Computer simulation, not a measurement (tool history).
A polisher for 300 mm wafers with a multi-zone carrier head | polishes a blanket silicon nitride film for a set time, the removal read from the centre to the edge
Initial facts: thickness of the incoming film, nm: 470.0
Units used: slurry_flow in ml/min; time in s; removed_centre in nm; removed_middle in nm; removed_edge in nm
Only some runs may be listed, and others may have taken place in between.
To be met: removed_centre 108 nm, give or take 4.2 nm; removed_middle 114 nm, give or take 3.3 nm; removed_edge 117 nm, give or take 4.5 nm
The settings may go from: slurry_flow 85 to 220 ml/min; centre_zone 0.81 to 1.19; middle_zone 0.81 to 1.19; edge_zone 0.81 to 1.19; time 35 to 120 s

| run | day | slurry_flow | centre_zone | middle_zone | edge_zone | time | removed_centre | removed_middle | removed_edge |
|---|---|---|---|---|---|---|---|---|---|
| 1 | 0 | 140 | 1 | 1 | 1 | 77 | 89.316 | 88.793 | 84.639 |
| 2 | 0.242 | 140 | 1 | 1 | 1.08 | 77 | 87.558 | 86.887 | 88.152 |
| 3 | 0.333 | 150 | 0.99 | 1.02 | 1.11 | 81 | 95.187 | 95.321 | 95.152 |
| 4 | 0.579 | 160 | 0.97 | 1.02 | 1.13 | 84 | 96.991 | 98.694 | 100.1 |
| 5 | 0.829 | 160 | 0.97 | 0.95 | 1.13 | 84 | 96.714 | 92.45 | 100.32 |
| 6 | 1.138 | 165 | 0.96 | 0.98 | 1.15 | 87 | 98.687 | 100.52 | 104.54 |
| 7 | 1.304 | 170 | 0.96 | 0.98 | 1.16 | 89 | 99.983 | 102.51 | 110.25 |
| 8 | 1.508 | 180 | 0.97 | 1 | 1.16 | 89 | 103.86 | 107.52 | 110.78 |
| 9 | 1.629 | 185 | 0.97 | 1 | 1.17 | 89 | 103.24 | 106.45 | 111.11 |

Exactly one of the 4 candidate moves below puts every result within its allowed miss. Which one?
| A | 1.75 | 190 | 0.89 | 0.89 | 1.19 | 93 | ? | ? | ? |
| B | 1.75 | 180 | 0.87 | 1.14 | 1.07 | 92 | ? | ? | ? |
| C | 1.75 | 220 | 0.92 | 0.98 | 1.12 | 94 | ? | ? | ? |
| D | 1.75 | 170 | 0.97 | 1.04 | 1.08 | 93 | ? | ? | ? |

| move | removed_centre | removed_middle | removed_edge |
|---|---|---|---|
| A | 98.869 | 101.2 | 115.41 |
| B | 94.865 | 122.42 | 107.1 |
| C | 105.8 | 113.15 | 114.64 |
| D | 105.83 | 113.29 | 108.18 |
A: lands further from the targets than the last run did
B: takes the result that was furthest off past its target
C: each result inside its tolerance
D: gets the furthest-off result to its target, but another result is out of tolerance
C meets every target.

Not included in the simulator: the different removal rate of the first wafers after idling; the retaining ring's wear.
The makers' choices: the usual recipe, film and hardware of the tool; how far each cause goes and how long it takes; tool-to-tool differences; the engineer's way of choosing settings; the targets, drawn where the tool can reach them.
